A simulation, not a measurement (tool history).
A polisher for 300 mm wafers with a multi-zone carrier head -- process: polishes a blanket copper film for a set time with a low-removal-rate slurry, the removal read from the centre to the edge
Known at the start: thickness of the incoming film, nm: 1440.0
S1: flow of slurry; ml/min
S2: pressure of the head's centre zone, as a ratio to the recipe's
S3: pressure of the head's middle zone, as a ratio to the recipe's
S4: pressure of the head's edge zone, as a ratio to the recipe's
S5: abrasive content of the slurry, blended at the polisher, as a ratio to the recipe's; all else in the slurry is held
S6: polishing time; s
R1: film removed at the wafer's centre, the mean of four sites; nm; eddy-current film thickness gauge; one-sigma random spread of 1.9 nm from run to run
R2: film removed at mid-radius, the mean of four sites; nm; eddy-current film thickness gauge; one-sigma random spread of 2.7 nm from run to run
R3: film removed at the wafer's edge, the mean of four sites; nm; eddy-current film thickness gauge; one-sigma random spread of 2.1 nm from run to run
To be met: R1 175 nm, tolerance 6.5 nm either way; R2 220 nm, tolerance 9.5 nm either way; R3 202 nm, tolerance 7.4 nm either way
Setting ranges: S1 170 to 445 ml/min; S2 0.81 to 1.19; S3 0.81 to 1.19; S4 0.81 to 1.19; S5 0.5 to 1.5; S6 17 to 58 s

run  hour   S1    S2    S3    S4    S5  S6      R1      R2      R3
  1     0  285     1     1     1     1  37   140.5  144.17  140.99
  2   6.8  285     1     1     1     1  29  111.29  109.03  110.77
  3   8.7  285  0.99  1.01  1.01  1.05  31  120.77  118.65  120.05
  4  13.4  285  0.99  0.94  1.01  1.05  31  118.16  116.32  121.91
  5    16  285  0.97  0.95  1.01   1.1  33  124.76  121.51  129.11
  6  22.8  285  0.97   0.9  1.01   1.1  33     127  115.73  128.93
  7  25.4  305  0.96     1  1.11  1.35  43  167.94  180.32  182.74
  8  34.1  305  0.96  1.01  1.12  1.35  43  168.82  180.42  188.86
  9  39.7  305  0.96  1.03  1.12  1.35  43  168.65     176  185.46
 10  44.2  310  0.94  1.04   1.1  1.35  44  170.88  184.54  190.49
 11  48.1  305  0.92  1.06  1.08  1.35  45  172.19  194.45  189.09
 12  50.4  305  0.92  1.06  1.08  1.35  45  168.17  193.85  193.65
 13  56.6  305  0.92  1.07  1.08  1.35  45  169.37  194.76  191.91

Exercise: of the 5 proposed moves below, exactly one satisfies all targets within the stated allowed misses. Which move is it?
  A  62.8  245  0.81  1.12  1.11   1.3  51   ?   ?   ?
  B  62.8  265  0.83  1.19  0.95   1.3  52   ?   ?   ?
  C  62.8  250  0.87  1.05  1.05   1.4  53   ?   ?   ?
  D  62.8  215  0.83  1.18  0.92   1.5  52   ?   ?   ?
  E  62.8  315  0.86  1.11     1  1.45  48   ?   ?   ?

move      R1      R2      R3
   A  169.87  221.12  213.29
   B   179.2  239.98  202.86
   C   191.9  221.35  219.52
   D   178.7   238.4  201.46
   E  178.44  217.44  199.35
A: the worst result of the last run now meets its target, but another is out of spec
B: carries the result that was furthest off beyond its target, to the other side
C: the worst result of the last run now meets its target, but another is out of spec
D: carries the result that was furthest off beyond its target, to the other side
E: each result inside its tolerance
So the answer is move E, the one that meets all the targets.
